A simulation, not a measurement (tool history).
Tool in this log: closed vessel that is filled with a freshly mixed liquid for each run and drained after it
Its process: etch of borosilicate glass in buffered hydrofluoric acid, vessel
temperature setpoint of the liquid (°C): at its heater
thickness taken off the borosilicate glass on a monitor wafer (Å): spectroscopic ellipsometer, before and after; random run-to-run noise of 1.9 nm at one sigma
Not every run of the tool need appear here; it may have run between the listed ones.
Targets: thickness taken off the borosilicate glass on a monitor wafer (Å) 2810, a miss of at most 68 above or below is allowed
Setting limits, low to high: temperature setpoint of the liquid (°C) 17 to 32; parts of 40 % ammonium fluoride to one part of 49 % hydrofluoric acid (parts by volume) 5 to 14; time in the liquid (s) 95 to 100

| run | hour | temperature setpoint of the liquid (°C) | parts of 40 % ammonium fluoride to one part of 49 % hydrofluoric acid (parts by volume) | time in the liquid (s) | thickness taken off the borosilicate glass on a monitor wafer (Å) |
|---|---|---|---|---|---|
| 1 | 0 | 24 | 8.5 | 95 | 1426.8 |
| 2 | 6.3 | 24 | 9.5 | 95 | 1296.7 |
| 3 | 10.2 | 25 | 9 | 95 | 1426.9 |
| 4 | 11.9 | 26 | 8.5 | 95 | 1600.7 |
| 5 | 20.8 | 26 | 7 | 95 | 1994.6 |
| 6 | 27.1 | 26.5 | 7 | 95 | 2041.3 |
| 7 | 33.5 | 27 | 7 | 95 | 2069.9 |
| 8 | 39.3 | 27 | 7 | 95 | 2111.2 |
| 9 | 42.5 | 27.5 | 7 | 95 | 2159.3 |
| 10 | 49 | 28 | 7 | 95 | 2171.2 |
| 11 | 54.5 | 28.5 | 7 | 95 | 2239.6 |

4 next moves are on the table. One of them brings every result within its allowed miss. Which?
| A | 60 | 30.5 | 6.5 | 100 | ? |
| B | 60 | 29.5 | 6.5 | 100 | ? |
| C | 60 | 32 | 7.5 | 100 | ? |
| D | 60 | 27.5 | 5.5 | 95 | ? |

| move | thickness taken off the borosilicate glass on a monitor wafer (Å) |
|---|---|
| A | 2814.3 |
| B | 2673.5 |
| C | 2636.6 |
| D | 2656.6 |
A: each result inside its tolerance
B: nearer the targets than the last run, but a result is still out of spec
C: nearer the targets than the last run, but a result is still out of spec
D: nearer the targets than the last run, but a result is still out of spec
The right move is A.

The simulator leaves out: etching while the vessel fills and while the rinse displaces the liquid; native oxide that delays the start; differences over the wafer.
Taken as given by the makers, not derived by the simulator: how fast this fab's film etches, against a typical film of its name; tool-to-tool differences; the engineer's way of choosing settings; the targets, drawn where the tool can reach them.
